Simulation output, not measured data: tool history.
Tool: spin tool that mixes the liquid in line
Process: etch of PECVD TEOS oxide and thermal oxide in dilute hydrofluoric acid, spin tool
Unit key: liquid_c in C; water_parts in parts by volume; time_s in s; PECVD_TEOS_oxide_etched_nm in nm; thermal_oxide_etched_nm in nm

run,day,liquid_c,water_parts,time_s,PECVD_TEOS_oxide_etched_nm,thermal_oxide_etched_nm
1,0,20,110,180,16.537,7.0748
2,0.038,19,130,180,13.19,5.6384
3,0.342,19,150,180,10.968,4.8112
4,0.592,17,150,180,10.212,4.4171
5,0.638,17,135,180,11.644,4.9015
6,0.833,17,105,180,15.257,6.5741
7,1.075,17,150,170,9.6835,4.1494
8,1.208,17,160,170,9.0031,3.8853
9,1.296,17,165,170,8.633,3.7418
10,1.333,17,165,170,8.6314,3.7228

For run 11, what comes out?
11,1.579,17,170,170,?,?

{"run 11": {"PECVD_TEOS_oxide_etched_nm": 8.2841, "thermal_oxide_etched_nm": 3.6176}}
